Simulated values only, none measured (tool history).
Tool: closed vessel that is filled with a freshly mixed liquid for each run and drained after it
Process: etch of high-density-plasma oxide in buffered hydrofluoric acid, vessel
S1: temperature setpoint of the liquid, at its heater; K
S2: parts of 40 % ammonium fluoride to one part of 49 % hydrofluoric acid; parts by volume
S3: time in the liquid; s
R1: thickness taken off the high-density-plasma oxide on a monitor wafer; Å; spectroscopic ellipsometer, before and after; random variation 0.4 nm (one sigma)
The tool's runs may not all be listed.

Run 1, day 0.000: S1 294.15 K, S2 15.0 parts by volume, S3 85 s. Result: R1 644.66 Å.
Run 2, day 0.296: S1 294.15 K, S2 15.0 parts by volume, S3 90 s. Result: R1 679.60 Å.
Run 3, day 0.450: S1 295.65 K, S2 15.0 parts by volume, S3 90 s. Result: R1 740.10 Å.
Run 4, day 0.746: S1 296.65 K, S2 14.5 parts by volume, S3 90 s. Result: R1 804.28 Å.
Run 5, day 1.129: S1 296.65 K, S2 17.5 parts by volume, S3 90 s. Result: R1 668.57 Å.
Run 6, day 1.258: S1 297.15 K, S2 17.0 parts by volume, S3 90 s. Result: R1 705.83 Å.
Run 7, day 1.312: S1 297.65 K, S2 16.5 parts by volume, S3 90 s. Result: R1 743.77 Å.

The next listed run, before its measurement:
Run 8, day 1.446: S1 301.65 K, S2 11.5 parts by volume, S3 90 s. Result: R1 ?.

R1: 1324.40 Å
